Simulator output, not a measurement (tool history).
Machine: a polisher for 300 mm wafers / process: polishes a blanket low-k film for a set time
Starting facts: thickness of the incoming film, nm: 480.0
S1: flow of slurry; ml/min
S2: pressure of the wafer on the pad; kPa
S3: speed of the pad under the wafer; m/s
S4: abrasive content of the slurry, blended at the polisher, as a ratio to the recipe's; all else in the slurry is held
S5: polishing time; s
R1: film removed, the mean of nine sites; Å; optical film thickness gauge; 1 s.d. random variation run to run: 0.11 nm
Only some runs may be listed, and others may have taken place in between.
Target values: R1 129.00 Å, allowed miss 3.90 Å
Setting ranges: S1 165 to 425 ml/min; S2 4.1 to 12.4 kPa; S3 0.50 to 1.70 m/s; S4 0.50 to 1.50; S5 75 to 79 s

run	day	S1	S2	S3	S4	S5	R1
1	0.000	275	8.3	1.10	1.00	75	221.21
2	0.100	275	6.9	1.08	1.00	75	194.52
3	0.142	220	6.9	1.08	1.00	75	185.11
4	0.388	215	6.2	1.04	1.00	75	167.70
5	0.638	215	6.2	1.04	1.10	75	178.43
6	0.838	215	6.2	1.04	1.10	79	185.89
7	0.862	210	5.5	0.98	1.10	79	165.30
8	0.983	205	4.8	0.94	1.10	79	147.26
9	1.146	205	4.8	0.92	1.10	79	143.31

Exercise: of the 4 proposed moves below, exactly one satisfies all targets within the stated allowed misses. Which move is it?
A	1.308	235	4.1	1.00	1.10	77	?
B	1.308	230	4.8	0.86	1.05	79	?
C	1.308	200	6.9	0.66	1.15	76	?
D	1.308	265	6.9	0.56	1.35	75	?

move	R1
A	139.11
B	134.79
C	135.02
D	129.39
A: closes in on the targets versus the last run, not all within tolerance yet
B: closes in on the targets versus the last run, not all within tolerance yet
C: closes in on the targets versus the last run, not all within tolerance yet
D: hits every target within its allowed miss
D is the move that brings every result within its allowed miss.
